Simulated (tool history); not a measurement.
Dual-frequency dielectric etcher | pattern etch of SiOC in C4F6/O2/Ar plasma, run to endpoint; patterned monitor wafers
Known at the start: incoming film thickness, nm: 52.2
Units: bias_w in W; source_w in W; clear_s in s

run 1 hour=0 | bias_w=608 source_w=300 | clear_s=17.429
run 2 hour=8.8 | bias_w=608 source_w=270 | clear_s=18.253
run 3 hour=14.5 | bias_w=608 source_w=250 | clear_s=18.997
run 4 hour=16.6 | bias_w=664 source_w=260 | clear_s=17.919
run 5 hour=24.6 | bias_w=614 source_w=260 | clear_s=18.339
run 6 hour=32.9 | bias_w=670 source_w=260 | clear_s=17.828
run 7 hour=36.2 | bias_w=711 source_w=270 | clear_s=17.61

Run 8 comes next. What will it give?
run 8 hour=40.4 | bias_w=735 source_w=290 | clear_s=?

{"run 8": {"clear_s": 16.863}}
